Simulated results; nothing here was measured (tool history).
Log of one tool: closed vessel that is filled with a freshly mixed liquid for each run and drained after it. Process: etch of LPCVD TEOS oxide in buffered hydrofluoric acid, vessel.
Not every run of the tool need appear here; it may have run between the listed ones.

| run | day | temperature setpoint of the liquid (K) | parts of 40 % ammonium fluoride to one part of 49 % hydrofluoric acid (parts by volume) | time in the liquid (s) | thickness taken off the LPCVD TEOS oxide on a monitor wafer (angstrom) |
|---|---|---|---|---|---|
| 1 | 0 | 295.15 | 18.5 | 85 | 662.58 |
| 2 | 0.133 | 294.15 | 18.5 | 85 | 630.32 |
| 3 | 0.404 | 293.15 | 18.5 | 85 | 603.82 |
| 4 | 0.579 | 293.15 | 18.5 | 85 | 594.23 |
| 5 | 0.733 | 295.15 | 18.5 | 85 | 672.21 |
| 6 | 1.008 | 294.15 | 18.5 | 85 | 636.33 |

Run 7, settings as shown, results not yet in. Your forecast:
| 7 | 1.329 | 293.15 | 18.5 | 85 | ? |

For run 7 the tool returned thickness taken off the LPCVD TEOS oxide on a monitor wafer (angstrom) 607.45.
